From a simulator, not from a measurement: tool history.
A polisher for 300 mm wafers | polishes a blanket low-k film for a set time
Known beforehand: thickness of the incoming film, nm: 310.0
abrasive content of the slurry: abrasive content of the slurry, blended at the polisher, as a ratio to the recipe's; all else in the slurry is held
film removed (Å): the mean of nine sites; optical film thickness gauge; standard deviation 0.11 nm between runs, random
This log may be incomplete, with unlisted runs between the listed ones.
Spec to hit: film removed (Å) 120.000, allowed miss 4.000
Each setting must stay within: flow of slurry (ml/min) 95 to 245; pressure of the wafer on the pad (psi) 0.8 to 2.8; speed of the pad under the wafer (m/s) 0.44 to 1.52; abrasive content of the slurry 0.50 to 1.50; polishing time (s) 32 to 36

| run | hour | flow of slurry (ml/min) | pressure of the wafer on the pad (psi) | speed of the pad under the wafer (m/s) | abrasive content of the slurry | polishing time (s) | film removed (Å) |
|---|---|---|---|---|---|---|---|
| 1 | 0.0 | 155 | 1.8 | 0.98 | 1.00 | 36 | 136.200 |
| 2 | 1.6 | 150 | 1.8 | 0.98 | 1.00 | 36 | 134.730 |
| 3 | 2.3 | 145 | 1.8 | 0.98 | 1.00 | 36 | 134.050 |
| 4 | 7.1 | 145 | 1.8 | 0.74 | 1.00 | 36 | 107.900 |
| 5 | 11.2 | 145 | 1.8 | 0.74 | 0.85 | 36 | 97.014 |
| 6 | 15.9 | 150 | 1.9 | 0.74 | 0.85 | 36 | 102.910 |
| 7 | 21.4 | 155 | 1.9 | 0.74 | 0.85 | 36 | 103.500 |
| 8 | 28.1 | 160 | 1.9 | 0.74 | 0.85 | 36 | 103.490 |
| 9 | 37.0 | 160 | 2.0 | 0.74 | 0.85 | 36 | 107.200 |
| 10 | 45.2 | 160 | 2.1 | 0.74 | 0.85 | 36 | 115.910 |

Which of these 4 next moves meets every target?
| A | 53.4 | 165 | 2.1 | 0.76 | 0.85 | 34 | ? |
| B | 53.4 | 125 | 2.8 | 0.68 | 0.85 | 34 | ? |
| C | 53.4 | 150 | 2.3 | 0.78 | 0.80 | 33 | ? |
| D | 53.4 | 220 | 2.1 | 0.86 | 0.80 | 34 | ? |

| move | film removed (Å) |
|---|---|
| A | 109.270 |
| B | 125.170 |
| C | 109.540 |
| D | 118.980 |
A: lands further from the targets than the last run did
B: takes the result that was furthest off past its target
C: lands further from the targets than the last run did
D: all results land within tolerance of their targets
D meets every target.
